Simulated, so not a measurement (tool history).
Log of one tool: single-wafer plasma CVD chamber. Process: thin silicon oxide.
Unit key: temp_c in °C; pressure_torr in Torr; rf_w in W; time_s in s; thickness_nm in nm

run	hour	temp_c	pressure_torr	rf_w	time_s	thickness_nm
1	0	410	0.609	240	10.4	11.125
2	1.2	410	0.628	240	10.4	11.498
3	7	410	0.628	260	10.4	11.952
4	13.6	410	0.637	260	10.4	12.173
5	17.1	410	0.644	260	10.4	12.257
6	20.9	402	0.644	260	10.4	12.339
7	25.2	402	0.649	260	10.4	12.393
8	34.2	402	0.653	260	10.4	12.48
# hour 36.4: capacitance manometer re-zeroed and calibrated
9	36.4	402	0.653	260	10.4	13.278

What will run 10 give?
10	40.9	403	0.653	260	10.4	?

thickness_nm: 13.118 nm
